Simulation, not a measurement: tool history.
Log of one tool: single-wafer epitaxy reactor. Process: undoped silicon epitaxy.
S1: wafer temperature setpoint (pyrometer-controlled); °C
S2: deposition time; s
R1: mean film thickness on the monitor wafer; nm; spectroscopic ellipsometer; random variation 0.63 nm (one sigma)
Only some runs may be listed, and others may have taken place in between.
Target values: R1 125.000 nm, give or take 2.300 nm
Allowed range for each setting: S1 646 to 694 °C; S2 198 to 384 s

Run 1, hour 0.0: S1 670 °C, S2 291 s. Result: R1 85.902 nm.
Run 2, hour 1.6: S1 672 °C, S2 291 s. Result: R1 88.911 nm.
Run 3, hour 2.3: S1 664 °C, S2 291 s. Result: R1 73.995 nm.
Run 4, hour 4.7: S1 658 °C, S2 291 s. Result: R1 64.563 nm.
Run 5, hour 10.3: S1 661 °C, S2 291 s. Result: R1 68.991 nm.
Run 6, hour 13.0: S1 664 °C, S2 291 s. Result: R1 74.198 nm.
Run 7, hour 13.7: S1 666 °C, S2 291 s. Result: R1 77.852 nm.
Run 8, hour 17.6: S1 668 °C, S2 291 s. Result: R1 81.862 nm.
Run 9, hour 18.4: S1 680 °C, S2 293 s. Result: R1 108.470 nm.
Run 10, hour 20.6: S1 681 °C, S2 293 s. Result: R1 110.250 nm.
Run 11, hour 21.3: S1 682 °C, S2 293 s. Result: R1 113.720 nm.
Run 12, hour 29.3: S1 682 °C, S2 293 s. Result: R1 114.490 nm.
Run 13, hour 36.2: S1 687 °C, S2 293 s. Result: R1 128.220 nm.

Next run, 4 choices. One meets every target within its allowed miss, the rest don't. Which?
Run A, hour 43.1: S1 683 °C, S2 299 s. Result: R1 ?.
Run B, hour 43.1: S1 688 °C, S2 281 s. Result: R1 ?.
Run C, hour 43.1: S1 684 °C, S2 324 s. Result: R1 ?.
Run D, hour 43.1: S1 686 °C, S2 279 s. Result: R1 ?.

move       R1
   A  118.710
   B  124.970
   C  131.600
   D  118.590
A: pushes the last run's worst result past its target
B: every result within its allowed miss
C: the biggest miss grows against the last run
D: pushes the last run's worst result past its target
The right move is B.
